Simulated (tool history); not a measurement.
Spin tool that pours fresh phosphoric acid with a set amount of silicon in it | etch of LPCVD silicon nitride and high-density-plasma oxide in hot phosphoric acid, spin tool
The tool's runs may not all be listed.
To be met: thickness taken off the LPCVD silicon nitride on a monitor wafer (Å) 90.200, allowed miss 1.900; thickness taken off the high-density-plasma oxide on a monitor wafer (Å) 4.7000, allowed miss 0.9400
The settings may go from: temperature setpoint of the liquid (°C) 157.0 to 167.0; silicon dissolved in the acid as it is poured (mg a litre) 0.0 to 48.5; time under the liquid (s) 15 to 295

run    day  temperature setpoint of the liquid (°C)  silicon dissolved in the acid as it is poured (mg a litre)  time under the liquid (s)  thickness taken off the LPCVD silicon nitride on a monitor wafer (Å)  thickness taken off the high-density-plasma oxide on a monitor wafer (Å)
  1  0.000                                    162.0                                                        21.5                        150                                                               113.110                                                                    3.9016
  2  0.058                                    161.0                                                        16.5                        145                                                               104.570                                                                    4.2932
  3  0.267                                    160.0                                                        14.5                        145                                                               101.460                                                                    4.6727
  4  0.379                                    160.0                                                        14.5                        200                                                               138.860                                                                    6.2040
  5  0.650                                    161.0                                                        14.5                        200                                                               144.060                                                                    5.5453
  6  0.754                                    160.0                                                        15.0                        185                                                               129.200                                                                    5.5865
  7  0.983                                    159.5                                                        14.5                        170                                                               117.530                                                                    4.5775
  8  1.333                                    159.0                                                        11.5                        160                                                               108.140                                                                    5.2873
  9  1.596                                    158.5                                                        11.5                        155                                                               102.790                                                                    4.0317
 10  1.712                                    158.5                                                         8.5                        150                                                                99.639                                                                    4.3233
 11  1.858                                    158.5                                                         6.0                        145                                                                96.590                                                                    4.6801
 12  2.225                                    158.0                                                         4.5                        145                                                                93.867                                                                    4.2300
     2.296  -- dissolved silicon flow meter replaced
 13  2.296                                    158.0                                                         3.5                        145                                                                93.381                                                                    4.6496

5 next moves are on the table. One of them brings every result within its allowed miss. Which?
  A  2.367                                    158.5                                                         0.0                        150                                                                     ?                                                                         ?
  B  2.367                                    158.0                                                        10.0                        150                                                                     ?                                                                         ?
  C  2.367                                    157.5                                                         0.0                        150                                                                     ?                                                                         ?
  D  2.367                                    157.5                                                         0.0                        140                                                                     ?                                                                         ?
  E  2.367                                    157.5                                                         0.0                        155                                                                     ?                                                                         ?

move  thickness taken off the LPCVD silicon nitride on a monitor wafer (Å)  thickness taken off the high-density-plasma oxide on a monitor wafer (Å)
   A                                                                99.616                                                                    4.7255
   B                                                                97.944                                                                    3.7246
   C                                                                96.296                                                                    4.3850
   D                                                                89.876                                                                    4.0927
   E                                                                99.506                                                                    4.5312
A: further off than the last run
B: further off than the last run
C: further off than the last run
D: meets every target
E: further off than the last run
Answer: D
